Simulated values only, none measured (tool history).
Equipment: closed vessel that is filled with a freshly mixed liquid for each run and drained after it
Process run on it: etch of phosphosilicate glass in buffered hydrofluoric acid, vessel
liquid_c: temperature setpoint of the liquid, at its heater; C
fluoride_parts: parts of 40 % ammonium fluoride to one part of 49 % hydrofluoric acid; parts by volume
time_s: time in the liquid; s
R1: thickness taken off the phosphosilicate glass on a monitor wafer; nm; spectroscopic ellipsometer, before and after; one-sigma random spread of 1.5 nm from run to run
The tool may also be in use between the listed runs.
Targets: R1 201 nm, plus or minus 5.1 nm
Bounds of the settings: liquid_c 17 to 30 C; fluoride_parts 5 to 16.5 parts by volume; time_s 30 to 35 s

{"run": 1, "hour": 0.0, "liquid_c": 22, "fluoride_parts": 10, "time_s": 35, "R1": 311.07}
{"run": 2, "hour": 5.9, "liquid_c": 22, "fluoride_parts": 10, "time_s": 35, "R1": 309.2}
{"run": 3, "hour": 7.2, "liquid_c": 21, "fluoride_parts": 10.5, "time_s": 35, "R1": 280.75}
{"run": 4, "hour": 14.3, "liquid_c": 19.5, "fluoride_parts": 10.5, "time_s": 35, "R1": 257.51}
{"hour": 23.6, "done": "thermometer replaced"}
{"run": 5, "hour": 23.6, "liquid_c": 19.5, "fluoride_parts": 10.5, "time_s": 35, "R1": 240.99}
{"run": 6, "hour": 31.3, "liquid_c": 19, "fluoride_parts": 10.5, "time_s": 35, "R1": 233.64}
{"run": 7, "hour": 38.2, "liquid_c": 18.5, "fluoride_parts": 10.5, "time_s": 35, "R1": 229.87}
{"run": 8, "hour": 43.3, "liquid_c": 18, "fluoride_parts": 10.5, "time_s": 35, "R1": 223.3}
{"run": 9, "hour": 46.0, "liquid_c": 17.5, "fluoride_parts": 10.5, "time_s": 35, "R1": 217.18}

Which single option among these 5 for the next run brings every result within its allowed miss of target? Just one does.
{"run": "A", "hour": 48.7, "liquid_c": 18.5, "fluoride_parts": 13, "time_s": 35, "R1": "?"}
{"run": "B", "hour": 48.7, "liquid_c": 17.5, "fluoride_parts": 9.5, "time_s": 35, "R1": "?"}
{"run": "C", "hour": 48.7, "liquid_c": 17, "fluoride_parts": 11, "time_s": 35, "R1": "?"}
{"run": "D", "hour": 48.7, "liquid_c": 17, "fluoride_parts": 10.5, "time_s": 35, "R1": "?"}
{"run": "E", "hour": 48.7, "liquid_c": 18.5, "fluoride_parts": 9.5, "time_s": 30, "R1": "?"}

move=A R1=184.66
move=B R1=232.87
move=C R1=199.67
move=D R1=208.94
move=E R1=211.25
A: moves the result that the last run missed by most past its target, out the other side
B: further off than the last run
C: each result inside its tolerance
D: nearer than the last run, and not there yet
E: nearer than the last run, and not there yet
C meets every target.
